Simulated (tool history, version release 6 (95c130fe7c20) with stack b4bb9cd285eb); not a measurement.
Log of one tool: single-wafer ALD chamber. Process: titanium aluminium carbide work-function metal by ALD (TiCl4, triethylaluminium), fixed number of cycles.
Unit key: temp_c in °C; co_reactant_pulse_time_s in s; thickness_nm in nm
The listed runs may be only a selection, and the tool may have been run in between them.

run  hour  temp_c  co_reactant_pulse_time_s  thickness_nm
  1   0.0     305                     15.40       2.32940
  2   2.9     302                     14.16       2.29770
  3  11.8     302                     10.00       2.16630
  4  12.8     299                      9.44       2.09180
  5  16.1     297                      9.01       2.04220
  6  20.8     297                     11.14       2.18880
  7  27.4     301                     10.44       2.17710
  8  32.9     289                      5.54       0.96791
  9  34.5     301                      5.65       1.07110
 10  35.5     300                      6.12       1.32070
 11  39.0     303                      6.22       1.38380

Forecast run 12:
 12  40.0     306                      6.30             ?

Run 12 yielded thickness_nm 1.43790 nm.
